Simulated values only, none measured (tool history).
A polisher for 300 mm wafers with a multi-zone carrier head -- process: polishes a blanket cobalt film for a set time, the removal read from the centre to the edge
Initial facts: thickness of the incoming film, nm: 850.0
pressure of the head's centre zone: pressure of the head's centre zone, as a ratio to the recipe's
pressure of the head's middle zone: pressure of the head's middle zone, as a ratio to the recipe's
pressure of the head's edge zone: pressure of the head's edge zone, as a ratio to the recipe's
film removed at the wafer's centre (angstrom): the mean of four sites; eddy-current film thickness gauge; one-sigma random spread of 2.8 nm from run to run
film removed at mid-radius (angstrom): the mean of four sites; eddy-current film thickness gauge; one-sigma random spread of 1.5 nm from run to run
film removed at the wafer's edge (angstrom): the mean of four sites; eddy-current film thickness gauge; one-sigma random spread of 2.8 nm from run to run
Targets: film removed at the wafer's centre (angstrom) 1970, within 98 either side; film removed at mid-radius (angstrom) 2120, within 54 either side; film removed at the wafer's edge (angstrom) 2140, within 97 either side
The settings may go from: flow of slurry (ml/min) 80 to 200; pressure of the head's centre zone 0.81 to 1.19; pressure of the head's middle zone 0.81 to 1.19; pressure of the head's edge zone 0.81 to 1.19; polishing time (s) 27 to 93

run    day  flow of slurry (ml/min)  pressure of the head's centre zone  pressure of the head's middle zone  pressure of the head's edge zone  polishing time (s)  film removed at the wafer's centre (angstrom)  film removed at mid-radius (angstrom)  film removed at the wafer's edge (angstrom)
  1      0                      130                                   1                                   1                                 1                  59                                         3592.4                                 3638.4                                       3457.7
  2  0.192                      130                                   1                                   1                              1.05                  59                                           3641                                   3650                                       3537.1
  3  0.325                      130                                1.03                                   1                              1.05                  59                                         3629.3                                 3613.5                                       3575.1
  4  0.488                      130                                1.03                                   1                              1.05                  47                                         2988.2                                 2843.6                                         2867
  5  0.721                      130                                1.03                                1.05                              1.05                  47                                         2951.4                                   2993                                       2873.6
  6  0.921                      105                                1.03                                1.05                              1.05                  47                                         2820.7                                 2880.8                                       2776.6
  7  0.958                      100                                0.98                                1.02                              1.04                  44                                         2426.4                                 2562.5                                       2558.6
  8  1.242                       95                                0.95                                0.99                                 1                  43                                         2274.5                                 2415.7                                       2424.9
  9    1.3                       95                                0.95                                0.99                                 1                  43                                         2264.2                                 2414.1                                       2485.1
 10  1.388                       95                                0.94                                0.99                              0.97                  41                                         2159.1                                 2295.9                                       2234.1
 11  1.633                       90                                0.93                                0.98                              0.96                  41                                         2117.8                                 2269.6                                         2294
 12  1.812                       90                                0.92                                0.97                              0.94                  41                                         2051.9                                 2230.8                                       2246.7
 13  1.938                       90                                0.92                                0.96                              0.93                  41                                         2063.9                                 2227.9                                       2191.5
 14  1.971                       80                                0.89                                0.92                              0.93                  40                                         1909.5                                 2036.8                                       2189.7
 15  1.996                       85                                0.89                                0.92                              0.92                  40                                         1902.5                                 2065.8                                       2142.1

Of the 4 settings listed for the next run, only one would bring every result within its allowed miss of target. Which one?
  A  2.021                       95                                0.87                                0.91                              0.84                  40                                              ?                                      ?                                            ?
  B  2.021                       80                                1.05                                 0.9                              0.96                  40                                              ?                                      ?                                            ?
  C  2.021                       95                                0.81                                0.96                              0.87                  39                                              ?                                      ?                                            ?
  D  2.021                       80                                0.81                                0.89                              0.98                  40                                              ?                                      ?                                            ?

move  film removed at the wafer's centre (angstrom)  film removed at mid-radius (angstrom)  film removed at the wafer's edge (angstrom)
   A                                         1945.3                                 2098.3                                       2114.3
   B                                         2223.3                                 1979.5                                       2152.5
   C                                         1765.3                                 2139.9                                       2086.3
   D                                         1711.3                                 1963.7                                       2170.1
A: each result inside its tolerance
B: further off than the last run
C: the worst result of the last run now meets its target, but another is out of spec
D: further off than the last run
Correct choice: A, which meets every target
